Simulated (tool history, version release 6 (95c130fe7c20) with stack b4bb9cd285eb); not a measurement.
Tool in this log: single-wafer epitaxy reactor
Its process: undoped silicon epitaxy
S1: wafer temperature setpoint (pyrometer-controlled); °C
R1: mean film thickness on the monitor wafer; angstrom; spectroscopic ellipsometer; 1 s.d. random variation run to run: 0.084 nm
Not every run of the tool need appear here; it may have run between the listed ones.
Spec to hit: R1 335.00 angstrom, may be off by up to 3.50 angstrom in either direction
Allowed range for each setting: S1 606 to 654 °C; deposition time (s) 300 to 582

{"run": 1, "hour": 0.0, "S1": 630, "deposition time (s)": 441, "R1": 477.16}
{"run": 2, "hour": 3.0, "S1": 638, "deposition time (s)": 441, "R1": 578.24}
{"run": 3, "hour": 4.3, "S1": 638, "deposition time (s)": 409, "R1": 535.79}
{"run": 4, "hour": 11.5, "S1": 633, "deposition time (s)": 409, "R1": 476.03}
{"run": 5, "hour": 16.1, "S1": 633, "deposition time (s)": 471, "R1": 547.84}
{"run": 6, "hour": 21.6, "S1": 633, "deposition time (s)": 510, "R1": 589.12}
{"run": 7, "hour": 30.3, "S1": 627, "deposition time (s)": 510, "R1": 514.46}
{"run": 8, "hour": 33.1, "S1": 623, "deposition time (s)": 510, "R1": 465.31}
{"run": 9, "hour": 40.3, "S1": 623, "deposition time (s)": 510, "R1": 464.42}
{"run": 10, "hour": 45.8, "S1": 620, "deposition time (s)": 510, "R1": 432.52}
{"run": 11, "hour": 53.8, "S1": 620, "deposition time (s)": 510, "R1": 431.24}
{"run": 12, "hour": 59.8, "S1": 608, "deposition time (s)": 509, "R1": 320.51}
{"run": 13, "hour": 65.6, "S1": 609, "deposition time (s)": 509, "R1": 328.59}

Pick the move, out of 5, that brings all results within their allowed miss; only one does.
{"run": "A", "hour": 71.4, "S1": 611, "deposition time (s)": 471, "R1": "?"}
{"run": "B", "hour": 71.4, "S1": 610, "deposition time (s)": 477, "R1": "?"}
{"run": "C", "hour": 71.4, "S1": 610, "deposition time (s)": 505, "R1": "?"}
{"run": "D", "hour": 71.4, "S1": 609, "deposition time (s)": 505, "R1": "?"}
{"run": "E", "hour": 71.4, "S1": 608, "deposition time (s)": 508, "R1": "?"}

move=A R1=319.07
move=B R1=315.11
move=C R1=333.61
move=D R1=325.30
move=E R1=319.06
A: moves away from the targets compared with the last run
B: moves away from the targets compared with the last run
C: every result lands within tolerance
D: moves away from the targets compared with the last run
E: moves away from the targets compared with the last run
C is the move that brings every result within its allowed miss.

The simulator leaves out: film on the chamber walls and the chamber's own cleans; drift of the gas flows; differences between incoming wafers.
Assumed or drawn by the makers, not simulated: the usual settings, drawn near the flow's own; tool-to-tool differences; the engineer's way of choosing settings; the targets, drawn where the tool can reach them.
